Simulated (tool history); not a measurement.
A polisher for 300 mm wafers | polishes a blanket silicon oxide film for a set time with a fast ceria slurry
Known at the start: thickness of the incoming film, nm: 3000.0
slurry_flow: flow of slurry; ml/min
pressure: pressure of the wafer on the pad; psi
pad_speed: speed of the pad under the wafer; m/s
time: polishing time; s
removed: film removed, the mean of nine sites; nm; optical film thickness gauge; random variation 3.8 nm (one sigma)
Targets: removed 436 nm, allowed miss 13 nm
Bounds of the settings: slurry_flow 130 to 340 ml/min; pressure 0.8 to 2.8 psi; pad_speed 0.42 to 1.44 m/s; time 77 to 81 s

run 1 hour=0 | slurry_flow=220 pressure=1.8 pad_speed=0.92 time=77 | removed=820.9
run 2 hour=3.7 | slurry_flow=220 pressure=1.6 pad_speed=0.92 time=77 | removed=731.26
run 3 hour=9.8 | slurry_flow=220 pressure=1.6 pad_speed=0.8 time=77 | removed=653.03
run 4 hour=17.7 | slurry_flow=240 pressure=1.6 pad_speed=0.8 time=77 | removed=659.16
run 5 hour=22.8 | slurry_flow=235 pressure=1.5 pad_speed=0.8 time=77 | removed=612.82
run 6 hour=23.5 | slurry_flow=235 pressure=1.1 pad_speed=0.8 time=77 | removed=457.55
run 7 hour=31.2 | slurry_flow=225 pressure=1 pad_speed=0.8 time=77 | removed=418.81
run 8 hour=32.3 | slurry_flow=230 pressure=1 pad_speed=0.8 time=77 | removed=421.71
run 9 hour=37 | slurry_flow=240 pressure=1 pad_speed=0.8 time=77 | removed=417.64
run 10 hour=42.7 | slurry_flow=240 pressure=1.1 pad_speed=0.8 time=77 | removed=461.5
run 11 hour=51.5 | slurry_flow=235 pressure=1.1 pad_speed=0.8 time=77 | removed=459.96
run 12 hour=57.3 | slurry_flow=230 pressure=1.1 pad_speed=0.8 time=77 | removed=457.36
run 13 hour=59.9 | slurry_flow=215 pressure=1 pad_speed=0.8 time=77 | removed=412.63
run 14 hour=66 | slurry_flow=220 pressure=1 pad_speed=0.8 time=77 | removed=419.15
run 15 hour=67.4 | slurry_flow=240 pressure=1.1 pad_speed=0.8 time=77 | removed=464.85
run 16 hour=70.4 | slurry_flow=235 pressure=1.1 pad_speed=0.8 time=77 | removed=460.19
run 17 hour=79.1 | slurry_flow=235 pressure=1.1 pad_speed=0.8 time=77 | removed=459.14
run 18 hour=83.5 | slurry_flow=230 pressure=1.1 pad_speed=0.8 time=77 | removed=456.4
run 19 hour=92.3 | slurry_flow=230 pressure=1.1 pad_speed=0.8 time=77 | removed=461.68
run 20 hour=93 | slurry_flow=225 pressure=1.1 pad_speed=0.8 time=77 | removed=460.05
run 21 hour=97.5 | slurry_flow=225 pressure=1 pad_speed=0.8 time=77 | removed=417.53
run 22 hour=99.8 | slurry_flow=230 pressure=1 pad_speed=0.8 time=77 | removed=414.6
run 23 hour=107 | slurry_flow=230 pressure=1.1 pad_speed=0.8 time=77 | removed=456.67
run 24 hour=110.3 | slurry_flow=225 pressure=1.1 pad_speed=0.8 time=77 | removed=457.47
run 25 hour=112.3 | slurry_flow=220 pressure=1 pad_speed=0.8 time=77 | removed=416.98
run 26 hour=115 | slurry_flow=225 pressure=1 pad_speed=0.8 time=77 | removed=416.48

4 next moves are on the table. One of them brings every result within its allowed miss. Which?
run A hour=117.7 | slurry_flow=160 pressure=0.8 pad_speed=1.06 time=77 | removed=?
run B hour=117.7 | slurry_flow=235 pressure=1 pad_speed=0.68 time=79 | removed=?
run C hour=117.7 | slurry_flow=250 pressure=1 pad_speed=0.84 time=77 | removed=?
run D hour=117.7 | slurry_flow=210 pressure=1 pad_speed=0.74 time=79 | removed=?

move=A removed=396.11
move=B removed=377.7
move=C removed=434.56
move=D removed=396.2
A: further off than the last run
B: further off than the last run
C: meets every target
D: further off than the last run
Move C is the one to make.
